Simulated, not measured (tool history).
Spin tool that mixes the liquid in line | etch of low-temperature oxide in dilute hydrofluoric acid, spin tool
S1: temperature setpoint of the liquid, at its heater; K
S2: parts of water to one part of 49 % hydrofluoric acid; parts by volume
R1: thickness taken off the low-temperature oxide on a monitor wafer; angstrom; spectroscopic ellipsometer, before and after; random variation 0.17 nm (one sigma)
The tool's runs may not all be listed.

Run 1, hour 0.0: S1 294.15 K, S2 120 parts by volume, time under the liquid (s) 85. Result: R1 85.342 angstrom.
Run 2, hour 6.7: S1 296.65 K, S2 90 parts by volume, time under the liquid (s) 85. Result: R1 130.300 angstrom.
Run 3, hour 9.9: S1 298.15 K, S2 70 parts by volume, time under the liquid (s) 85. Result: R1 180.870 angstrom.
Run 4, hour 12.0: S1 299.65 K, S2 60 parts by volume, time under the liquid (s) 85. Result: R1 228.020 angstrom.
Run 5, hour 19.6: S1 299.65 K, S2 60 parts by volume, time under the liquid (s) 85. Result: R1 227.740 angstrom.
Run 6, hour 23.2: S1 299.65 K, S2 60 parts by volume, time under the liquid (s) 90. Result: R1 240.230 angstrom.
Run 7, hour 25.3: S1 300.65 K, S2 55 parts by volume, time under the liquid (s) 90. Result: R1 276.470 angstrom.
Run 8, hour 31.6: S1 301.15 K, S2 55 parts by volume, time under the liquid (s) 90. Result: R1 283.230 angstrom.
Run 9, hour 35.1: S1 301.65 K, S2 55 parts by volume, time under the liquid (s) 90. Result: R1 284.770 angstrom.

The next listed run, before its measurement:
Run 10, hour 38.2: S1 302.15 K, S2 50 parts by volume, time under the liquid (s) 90. Result: R1 ?.

{"run 10": {"R1": 321.22}}
